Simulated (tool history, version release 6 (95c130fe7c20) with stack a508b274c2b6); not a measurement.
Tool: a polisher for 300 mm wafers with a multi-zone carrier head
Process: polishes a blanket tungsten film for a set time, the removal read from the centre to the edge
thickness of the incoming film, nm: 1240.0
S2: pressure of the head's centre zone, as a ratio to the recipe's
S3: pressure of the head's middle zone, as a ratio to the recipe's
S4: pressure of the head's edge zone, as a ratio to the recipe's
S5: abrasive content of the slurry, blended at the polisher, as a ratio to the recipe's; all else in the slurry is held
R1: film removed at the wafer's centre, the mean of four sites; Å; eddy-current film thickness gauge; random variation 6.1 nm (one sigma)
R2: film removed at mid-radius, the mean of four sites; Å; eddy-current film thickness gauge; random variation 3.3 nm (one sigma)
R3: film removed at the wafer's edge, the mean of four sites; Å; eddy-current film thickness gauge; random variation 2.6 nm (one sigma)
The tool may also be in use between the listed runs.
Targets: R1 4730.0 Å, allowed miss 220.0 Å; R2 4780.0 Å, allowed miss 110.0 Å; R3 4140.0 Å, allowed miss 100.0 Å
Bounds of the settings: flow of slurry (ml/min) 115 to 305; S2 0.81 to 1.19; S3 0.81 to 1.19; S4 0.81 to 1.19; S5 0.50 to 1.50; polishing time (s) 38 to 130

run 1 hour=0.0 | flow_of_slurry_(ml/min)=195 S2=1.00 S3=1.00 S4=1.00 S5=1.00 polishing_time_(s)=84 | R1=4337.3 R2=4438.3 R3=4484.4
run 2 hour=2.2 | flow_of_slurry_(ml/min)=195 S2=1.00 S3=0.94 S4=1.00 S5=1.00 polishing_time_(s)=84 | R1=4301.0 R2=4178.8 R3=4458.4
run 3 hour=6.5 | flow_of_slurry_(ml/min)=245 S2=1.00 S3=0.94 S4=1.00 S5=1.00 polishing_time_(s)=84 | R1=4526.7 R2=4437.6 R3=4653.5
run 4 hour=14.4 | flow_of_slurry_(ml/min)=270 S2=1.00 S3=0.94 S4=1.00 S5=1.00 polishing_time_(s)=84 | R1=4683.6 R2=4426.7 R3=4653.8
run 5 hour=18.8 | flow_of_slurry_(ml/min)=270 S2=1.00 S3=0.96 S4=0.97 S5=1.00 polishing_time_(s)=84 | R1=4620.6 R2=4544.8 R3=4546.9
run 6 hour=22.0 | flow_of_slurry_(ml/min)=270 S2=1.01 S3=0.97 S4=0.95 S5=1.00 polishing_time_(s)=84 | R1=4642.1 R2=4516.2 R3=4578.6
run 7 hour=26.1 | flow_of_slurry_(ml/min)=275 S2=1.02 S3=1.00 S4=0.93 S5=0.95 polishing_time_(s)=84 | R1=4645.8 R2=4697.4 R3=4440.9
run 8 hour=27.9 | flow_of_slurry_(ml/min)=270 S2=1.07 S3=1.02 S4=0.84 S5=0.85 polishing_time_(s)=84 | R1=4657.1 R2=4627.6 R3=4110.1
run 9 hour=32.1 | flow_of_slurry_(ml/min)=275 S2=1.07 S3=1.02 S4=0.84 S5=0.85 polishing_time_(s)=84 | R1=4708.0 R2=4572.6 R3=4179.3
-- hour=36.3 slurry nozzle cleaned
run 10 hour=36.3 | flow_of_slurry_(ml/min)=275 S2=1.07 S3=1.02 S4=0.84 S5=0.85 polishing_time_(s)=84 | R1=4894.5 R2=4799.0 R3=4273.2

Which of these 4 next moves meets every target?
run A hour=40.5 | flow_of_slurry_(ml/min)=250 S2=1.06 S3=1.06 S4=0.84 S5=0.75 polishing_time_(s)=85 | R1=? R2=? R3=?
run B hour=40.5 | flow_of_slurry_(ml/min)=290 S2=1.06 S3=0.98 S4=0.88 S5=0.85 polishing_time_(s)=85 | R1=? R2=? R3=?
run C hour=40.5 | flow_of_slurry_(ml/min)=265 S2=1.16 S3=1.01 S4=0.81 S5=0.80 polishing_time_(s)=85 | R1=? R2=? R3=?
run D hour=40.5 | flow_of_slurry_(ml/min)=305 S2=1.04 S3=0.99 S4=0.84 S5=1.00 polishing_time_(s)=84 | R1=? R2=? R3=?

move=A R1=4874.4 R2=4787.4 R3=4191.5
move=B R1=5091.3 R2=4676.3 R3=4453.5
move=C R1=5369.6 R2=4688.3 R3=4205.2
move=D R1=5159.1 R2=4853.8 R3=4482.3
A: meets every target
B: further off than the last run
C: brings the result that was furthest off to its target, and leaves another outside
D: further off than the last run
Answer: A
